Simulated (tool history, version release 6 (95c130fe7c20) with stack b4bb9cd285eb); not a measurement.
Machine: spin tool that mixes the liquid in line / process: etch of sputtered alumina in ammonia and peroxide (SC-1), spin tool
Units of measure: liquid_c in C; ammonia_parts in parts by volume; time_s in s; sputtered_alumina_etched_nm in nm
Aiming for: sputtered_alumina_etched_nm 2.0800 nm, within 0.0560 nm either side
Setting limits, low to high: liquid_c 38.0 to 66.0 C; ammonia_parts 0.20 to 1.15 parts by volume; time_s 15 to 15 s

run 1 day=0.000 | liquid_c=50.0 ammonia_parts=0.65 time_s=15 | sputtered_alumina_etched_nm=1.3512
run 2 day=0.275 | liquid_c=52.0 ammonia_parts=0.65 time_s=15 | sputtered_alumina_etched_nm=1.5161
run 3 day=0.642 | liquid_c=48.0 ammonia_parts=0.65 time_s=15 | sputtered_alumina_etched_nm=1.2209
run 4 day=0.921 | liquid_c=48.0 ammonia_parts=0.65 time_s=15 | sputtered_alumina_etched_nm=1.2349
run 5 day=1.025 | liquid_c=50.5 ammonia_parts=0.65 time_s=15 | sputtered_alumina_etched_nm=1.4035
run 6 day=1.342 | liquid_c=53.0 ammonia_parts=0.65 time_s=15 | sputtered_alumina_etched_nm=1.5968
run 7 day=1.454 | liquid_c=54.0 ammonia_parts=0.65 time_s=15 | sputtered_alumina_etched_nm=1.7011
run 8 day=1.567 | liquid_c=55.0 ammonia_parts=0.65 time_s=15 | sputtered_alumina_etched_nm=1.7753
run 9 day=1.638 | liquid_c=55.5 ammonia_parts=0.65 time_s=15 | sputtered_alumina_etched_nm=1.8366
run 10 day=1.671 | liquid_c=56.0 ammonia_parts=0.65 time_s=15 | sputtered_alumina_etched_nm=1.8988
run 11 day=1.900 | liquid_c=56.5 ammonia_parts=0.65 time_s=15 | sputtered_alumina_etched_nm=1.9429
run 12 day=2.121 | liquid_c=57.0 ammonia_parts=0.65 time_s=15 | sputtered_alumina_etched_nm=1.9749

Which of these 5 next moves meets every target?
run A day=2.342 | liquid_c=56.0 ammonia_parts=0.75 time_s=15 | sputtered_alumina_etched_nm=?
run B day=2.342 | liquid_c=56.5 ammonia_parts=0.70 time_s=15 | sputtered_alumina_etched_nm=?
run C day=2.342 | liquid_c=57.0 ammonia_parts=0.95 time_s=15 | sputtered_alumina_etched_nm=?
run D day=2.342 | liquid_c=56.0 ammonia_parts=0.60 time_s=15 | sputtered_alumina_etched_nm=?
run E day=2.342 | liquid_c=55.5 ammonia_parts=0.50 time_s=15 | sputtered_alumina_etched_nm=?

move=A sputtered_alumina_etched_nm=1.8905
move=B sputtered_alumina_etched_nm=1.9283
move=C sputtered_alumina_etched_nm=2.0375
move=D sputtered_alumina_etched_nm=1.8510
move=E sputtered_alumina_etched_nm=1.7720
A: moves away from the targets compared with the last run
B: moves away from the targets compared with the last run
C: every result within its allowed miss
D: moves away from the targets compared with the last run
E: moves away from the targets compared with the last run
Answer: C
